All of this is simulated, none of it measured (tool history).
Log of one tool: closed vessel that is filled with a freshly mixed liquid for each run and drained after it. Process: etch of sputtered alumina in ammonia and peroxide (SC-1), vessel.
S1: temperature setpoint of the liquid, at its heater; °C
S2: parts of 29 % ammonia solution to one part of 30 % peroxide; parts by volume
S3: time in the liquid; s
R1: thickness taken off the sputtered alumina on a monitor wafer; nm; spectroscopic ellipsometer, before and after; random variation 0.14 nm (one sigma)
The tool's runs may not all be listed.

run	hour	S1	S2	S3	R1
1	0	50	0.65	205	8.6308
2	2.6	52.5	0.65	205	9.98
3	11.8	58.5	0.65	205	13.518
4	21.1	56	0.65	205	11.884
5	25.7	57	0.65	205	12.652
6	32.3	58	0.65	205	13.137

The next listed run, before its measurement:
7	36.1	58.5	0.65	205	?

{"run 7": {"R1": 13.332}}
